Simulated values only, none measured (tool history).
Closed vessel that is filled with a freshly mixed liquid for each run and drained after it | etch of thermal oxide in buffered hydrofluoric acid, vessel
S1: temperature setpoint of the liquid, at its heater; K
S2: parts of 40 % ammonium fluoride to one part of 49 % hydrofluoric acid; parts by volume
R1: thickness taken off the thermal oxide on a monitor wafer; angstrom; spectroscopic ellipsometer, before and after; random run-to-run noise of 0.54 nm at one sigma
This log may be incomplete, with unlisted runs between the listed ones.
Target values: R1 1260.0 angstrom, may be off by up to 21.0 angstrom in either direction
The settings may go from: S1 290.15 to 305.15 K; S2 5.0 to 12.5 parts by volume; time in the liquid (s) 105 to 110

Run 1, hour 0.0: S1 297.15 K, S2 7.5 parts by volume, time in the liquid (s) 105. Result: R1 1720.5 angstrom.
Run 2, hour 0.7: S1 297.15 K, S2 6.5 parts by volume, time in the liquid (s) 105. Result: R1 1986.2 angstrom.
Run 3, hour 5.0: S1 297.15 K, S2 6.5 parts by volume, time in the liquid (s) 110. Result: R1 2072.4 angstrom.
Run 4, hour 9.9: S1 299.15 K, S2 6.5 parts by volume, time in the liquid (s) 110. Result: R1 2315.9 angstrom.
Run 5, hour 15.0: S1 296.15 K, S2 7.0 parts by volume, time in the liquid (s) 110. Result: R1 1830.6 angstrom.
Run 6, hour 23.7: S1 294.15 K, S2 7.0 parts by volume, time in the liquid (s) 110. Result: R1 1646.9 angstrom.
Run 7, hour 26.2: S1 292.65 K, S2 7.0 parts by volume, time in the liquid (s) 110. Result: R1 1515.1 angstrom.
Run 8, hour 35.2: S1 291.65 K, S2 7.0 parts by volume, time in the liquid (s) 110. Result: R1 1431.6 angstrom.

Which of these 4 next moves meets every target?
Run A, hour 44.2: S1 290.65 K, S2 5.0 parts by volume, time in the liquid (s) 105. Result: R1 ?.
Run B, hour 44.2: S1 292.15 K, S2 8.5 parts by volume, time in the liquid (s) 110. Result: R1 ?.
Run C, hour 44.2: S1 291.15 K, S2 8.0 parts by volume, time in the liquid (s) 105. Result: R1 ?.
Run D, hour 44.2: S1 292.65 K, S2 8.0 parts by volume, time in the liquid (s) 105. Result: R1 ?.

move      R1
   A  1728.2
   B  1197.2
   C  1153.4
   D  1255.2
A: moves away from the targets compared with the last run
B: carries the result that was furthest off beyond its target, to the other side
C: carries the result that was furthest off beyond its target, to the other side
D: every result within its allowed miss
Correct choice: D, which meets every target
